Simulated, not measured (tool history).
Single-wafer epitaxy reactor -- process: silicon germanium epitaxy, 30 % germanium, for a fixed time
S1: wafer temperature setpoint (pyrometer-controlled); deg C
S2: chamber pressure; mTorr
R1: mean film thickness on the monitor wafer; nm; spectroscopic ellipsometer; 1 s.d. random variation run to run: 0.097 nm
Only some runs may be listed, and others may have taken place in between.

run	hour	S1	S2	R1
1	0	585	24500	48.41
2	5.3	585	28100	50.91
3	10.8	590	28100	55.544
4	19.2	590	26400	54.387
5	28.1	590	24400	52.811
6	30.2	590	28200	55.712

Run 7 has not been measured yet. What should we expect?
7	37.5	578	27800	?

R1: 44.779 nm

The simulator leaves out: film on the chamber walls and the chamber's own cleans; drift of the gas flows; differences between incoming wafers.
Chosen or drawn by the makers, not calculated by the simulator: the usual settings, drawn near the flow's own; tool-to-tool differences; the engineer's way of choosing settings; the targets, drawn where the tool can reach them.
